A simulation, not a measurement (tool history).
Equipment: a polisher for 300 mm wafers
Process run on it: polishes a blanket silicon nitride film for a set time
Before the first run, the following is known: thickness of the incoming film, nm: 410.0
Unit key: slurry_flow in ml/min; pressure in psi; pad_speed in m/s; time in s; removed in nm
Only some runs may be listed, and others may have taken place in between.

Run 1, hour 0: slurry_flow 150 ml/min, pressure 3.3 psi, pad_speed 0.88 m/s, time 35 s. Result: removed 56.58 nm.
Run 2, hour 5.1: slurry_flow 150 ml/min, pressure 3.3 psi, pad_speed 1.02 m/s, time 35 s. Result: removed 61.812 nm.
Run 3, hour 13.1: slurry_flow 150 ml/min, pressure 3.6 psi, pad_speed 1.04 m/s, time 35 s. Result: removed 69.881 nm.
Run 4, hour 22.1: slurry_flow 150 ml/min, pressure 3.6 psi, pad_speed 1.04 m/s, time 35 s. Result: removed 70.786 nm.
Run 5, hour 29.8: slurry_flow 150 ml/min, pressure 3.8 psi, pad_speed 1.04 m/s, time 35 s. Result: removed 73.131 nm.
Run 6, hour 33: slurry_flow 120 ml/min, pressure 3.8 psi, pad_speed 1.04 m/s, time 35 s. Result: removed 67.307 nm.

Run 7, settings as shown, results not yet in. Your forecast:
Run 7, hour 33.9: slurry_flow 135 ml/min, pressure 3.9 psi, pad_speed 1.04 m/s, time 35 s. Result: removed ?.

{"run 7": {"removed": 73.616}}

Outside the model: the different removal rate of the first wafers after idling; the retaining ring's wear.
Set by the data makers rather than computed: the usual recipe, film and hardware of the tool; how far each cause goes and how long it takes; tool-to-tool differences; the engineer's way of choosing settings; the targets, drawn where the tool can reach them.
